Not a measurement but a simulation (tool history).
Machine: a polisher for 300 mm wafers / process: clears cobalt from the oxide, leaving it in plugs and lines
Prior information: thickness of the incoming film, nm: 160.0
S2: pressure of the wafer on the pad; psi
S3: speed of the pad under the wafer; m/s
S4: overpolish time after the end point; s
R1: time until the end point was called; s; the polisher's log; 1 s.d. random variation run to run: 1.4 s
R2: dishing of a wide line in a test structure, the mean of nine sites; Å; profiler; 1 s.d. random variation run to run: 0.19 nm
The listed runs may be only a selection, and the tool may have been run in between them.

Run 1, day 0: flow of slurry (ml/min) 240, S2 1.2 psi, S3 1.22 m/s, S4 8 s. Result: R1 55.106 s, R2 192.23 Å.
Run 2, day 0.162: flow of slurry (ml/min) 240, S2 1.1 psi, S3 1.22 m/s, S4 8 s. Result: R1 59.994 s, R2 183.29 Å.
Run 3, day 0.5: flow of slurry (ml/min) 215, S2 1.1 psi, S3 1.22 m/s, S4 8 s. Result: R1 60.994 s, R2 181.16 Å.
Run 4, day 0.783: flow of slurry (ml/min) 210, S2 1 psi, S3 1.22 m/s, S4 8 s. Result: R1 65.268 s, R2 166.11 Å.
Run 5, day 1.142: flow of slurry (ml/min) 210, S2 1.2 psi, S3 1.22 m/s, S4 8 s. Result: R1 57.598 s, R2 188.8 Å.
Run 6, day 1.458: flow of slurry (ml/min) 210, S2 1.5 psi, S3 1.22 m/s, S4 8 s. Result: R1 46.569 s, R2 228.87 Å.
Run 7, day 1.658: flow of slurry (ml/min) 205, S2 1.4 psi, S3 1.22 m/s, S4 8 s. Result: R1 48.635 s, R2 219.27 Å.
Run 8, day 1.746: flow of slurry (ml/min) 205, S2 1.3 psi, S3 1.22 m/s, S4 8 s. Result: R1 50.839 s, R2 204.47 Å.
Run 9, day 1.775: flow of slurry (ml/min) 210, S2 1.2 psi, S3 1.22 m/s, S4 8 s. Result: R1 57.462 s, R2 188.91 Å.

Predict the results of run 10:
Run 10, day 1.95: flow of slurry (ml/min) 205, S2 1.1 psi, S3 1.22 m/s, S4 8 s. Result: R1 ?, R2 ?.

{"run 10": {"R1": 61.021, "R2": 177.05}}
